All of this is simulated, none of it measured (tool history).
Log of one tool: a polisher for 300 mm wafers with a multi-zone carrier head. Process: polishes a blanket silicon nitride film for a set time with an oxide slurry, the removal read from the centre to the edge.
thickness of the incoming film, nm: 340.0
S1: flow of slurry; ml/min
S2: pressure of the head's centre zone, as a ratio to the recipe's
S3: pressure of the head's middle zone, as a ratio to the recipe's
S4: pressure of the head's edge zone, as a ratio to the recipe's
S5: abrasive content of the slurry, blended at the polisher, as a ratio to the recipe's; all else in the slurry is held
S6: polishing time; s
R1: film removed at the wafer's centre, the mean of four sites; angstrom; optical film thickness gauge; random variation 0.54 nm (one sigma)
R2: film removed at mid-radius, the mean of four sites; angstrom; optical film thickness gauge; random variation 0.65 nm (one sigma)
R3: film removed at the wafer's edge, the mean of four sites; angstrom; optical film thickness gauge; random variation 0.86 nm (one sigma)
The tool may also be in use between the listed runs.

| run | day | S1 | S2 | S3 | S4 | S5 | S6 | R1 | R2 | R3 |
|---|---|---|---|---|---|---|---|---|---|---|
| 1 | 0 | 310 | 1 | 1 | 1 | 1 | 79 | 466.66 | 475.81 | 473.81 |
| 2 | 0.054 | 310 | 1.01 | 1.01 | 1.02 | 1.05 | 79 | 481.4 | 486.24 | 463.8 |
| 3 | 0.146 | 310 | 1 | 0.99 | 1.02 | 1.1 | 80 | 489.79 | 491.32 | 493.18 |
| 4 | 0.279 | 385 | 1 | 0.99 | 1.02 | 1.1 | 80 | 504.31 | 525.44 | 493.33 |
| 5 | 0.433 | 385 | 1 | 0.99 | 1.02 | 0.95 | 80 | 470.25 | 476.59 | 468.12 |
| 6 | 0.546 | 370 | 0.99 | 0.98 | 1.02 | 1 | 81 | 490.62 | 488.39 | 482.92 |
| 7 | 0.867 | 370 | 0.99 | 0.98 | 1.02 | 1 | 81 | 485.49 | 494.19 | 477.33 |
| 8 | 0.975 | 345 | 0.99 | 0.98 | 1.03 | 1.05 | 82 | 502.59 | 513.39 | 490.58 |
| 9 | 1.033 | 345 | 0.99 | 0.98 | 1.03 | 1.05 | 82 | 495.99 | 500.12 | 489.93 |
| 10 | 1.233 | 325 | 0.98 | 0.97 | 1.02 | 1.1 | 83 | 512.21 | 505.63 | 505.83 |
| 11 | 1.321 | 315 | 0.96 | 0.97 | 1.02 | 1.15 | 84 | 512.42 | 522.11 | 529.66 |
| 12 | 1.675 | 315 | 0.96 | 0.97 | 1.02 | 1.2 | 84 | 513.6 | 538.17 | 537.34 |

Forecast run 13:
| 13 | 1.908 | 310 | 0.96 | 0.96 | 1.02 | 1.25 | 84 | ? | ? | ? |

R1: 528.55 angstrom
R2: 549.88 angstrom
R3: 546.68 angstrom

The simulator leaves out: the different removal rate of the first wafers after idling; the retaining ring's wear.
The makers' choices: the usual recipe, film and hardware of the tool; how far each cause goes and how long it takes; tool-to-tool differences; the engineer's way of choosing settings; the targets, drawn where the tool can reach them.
